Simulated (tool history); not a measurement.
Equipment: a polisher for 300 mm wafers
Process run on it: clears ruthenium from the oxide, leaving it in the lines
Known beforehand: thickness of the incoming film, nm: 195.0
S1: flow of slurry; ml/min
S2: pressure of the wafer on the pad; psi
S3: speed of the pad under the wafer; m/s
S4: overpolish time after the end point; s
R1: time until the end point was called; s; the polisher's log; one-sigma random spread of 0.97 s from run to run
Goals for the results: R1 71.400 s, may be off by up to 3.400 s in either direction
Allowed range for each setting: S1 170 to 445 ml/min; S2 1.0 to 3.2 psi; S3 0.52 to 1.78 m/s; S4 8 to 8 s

run	hour	S1	S2	S3	S4	R1
1	0.0	285	2.1	1.14	8	121.640
2	8.2	285	2.1	1.24	8	110.320
3	15.8	285	2.1	1.24	8	112.220
4	24.4	355	2.1	1.24	8	107.840
5	32.3	355	2.2	1.24	8	106.840
6	36.9	355	2.3	1.26	8	99.041
7	41.2	355	2.4	1.26	8	93.958
8	50.0	355	2.5	1.26	8	90.628
9	59.0	355	2.6	1.26	8	87.381
10	64.8	355	2.7	1.26	8	83.871
11	73.5	355	2.9	1.28	8	77.670

4 next moves are on the table. One of them brings every result within its allowed miss. Which?
A	82.2	260	3.2	1.10	8	?
B	82.2	340	2.8	1.20	8	?
C	82.2	375	2.6	1.58	8	?
D	82.2	330	3.2	1.12	8	?

move	R1
A	84.797
B	86.103
C	70.049
D	81.338
A: the biggest miss grows against the last run
B: the biggest miss grows against the last run
C: every result within its allowed miss
D: the biggest miss grows against the last run
So the answer is move C, the one that meets all the targets.
